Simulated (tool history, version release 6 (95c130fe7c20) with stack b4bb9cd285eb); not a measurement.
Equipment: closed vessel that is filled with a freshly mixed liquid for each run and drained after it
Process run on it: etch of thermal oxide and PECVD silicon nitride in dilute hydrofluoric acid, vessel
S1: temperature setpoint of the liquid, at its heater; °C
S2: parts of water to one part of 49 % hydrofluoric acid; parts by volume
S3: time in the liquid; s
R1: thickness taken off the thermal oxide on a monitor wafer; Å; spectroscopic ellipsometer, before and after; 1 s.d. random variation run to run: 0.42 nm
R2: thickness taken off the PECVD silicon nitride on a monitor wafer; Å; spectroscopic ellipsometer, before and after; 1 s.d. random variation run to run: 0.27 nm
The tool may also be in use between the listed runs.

{"run": 1, "day": 0.0, "S1": 25, "S2": 155, "S3": 810, "R1": 259.33, "R2": 263.63}
{"run": 2, "day": 0.229, "S1": 25, "S2": 155, "S3": 560, "R1": 179.01, "R2": 183.67}
{"run": 3, "day": 0.504, "S1": 25, "S2": 155, "S3": 700, "R1": 227.11, "R2": 227.4}
{"run": 4, "day": 0.658, "S1": 27, "S2": 155, "S3": 700, "R1": 242.56, "R2": 258.94}
{"run": 5, "day": 0.954, "S1": 27, "S2": 155, "S3": 965, "R1": 331.8, "R2": 360.35}
{"run": 6, "day": 1.133, "S1": 25.5, "S2": 120, "S3": 915, "R1": 406.43, "R2": 404.59}
{"run": 7, "day": 1.183, "S1": 24, "S2": 100, "S3": 890, "R1": 463.53, "R2": 426.72}

For run 8, what comes out?
{"run": 8, "day": 1.3, "S1": 24, "S2": 100, "S3": 890, "R1": "?", "R2": "?"}

{"run 8": {"R1": 462.11, "R2": 421.79}}
